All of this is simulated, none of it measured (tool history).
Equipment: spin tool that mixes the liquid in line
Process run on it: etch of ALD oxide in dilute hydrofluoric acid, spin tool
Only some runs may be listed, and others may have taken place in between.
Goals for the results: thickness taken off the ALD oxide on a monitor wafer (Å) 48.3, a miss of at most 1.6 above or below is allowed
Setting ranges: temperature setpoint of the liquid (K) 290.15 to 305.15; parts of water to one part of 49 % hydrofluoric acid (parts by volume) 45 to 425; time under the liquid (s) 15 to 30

run,hour,temperature setpoint of the liquid (K),parts of water to one part of 49 % hydrofluoric acid (parts by volume),time under the liquid (s),thickness taken off the ALD oxide on a monitor wafer (Å)
1,0,297.15,235,30,14.86
2,4.9,297.15,235,30,14.685
3,7.1,300.65,235,30,16.811
4,8.3,302.15,180,30,25.084
5,10.4,299.65,180,30,22.637
6,15.3,302.15,180,30,24.951
7,20.3,305.15,85,30,66.812
8,25.3,303.65,85,30,63.389
9,30.8,301.65,85,30,57.829
10,38.9,300.15,85,30,54.118
11,40.9,299.15,85,30,54.413
12,44.4,295.15,95,30,40.041
13,53.2,298.65,95,30,46.055

Consider the 4 candidate settings below. Which is the only one whose results all fall within their allowed miss of target?
A,62,296.15,90,30,?
B,62,302.65,115,30,?
C,62,298.65,90,30,?
D,62,301.15,110,30,?

move,thickness taken off the ALD oxide on a monitor wafer (Å)
A,44.283
B,42.917
C,48.839
D,42.753
A: its largest miss is bigger than the last run's
B: its largest miss is bigger than the last run's
C: every result within its allowed miss
D: its largest miss is bigger than the last run's
So the answer is move C, the one that meets all the targets.
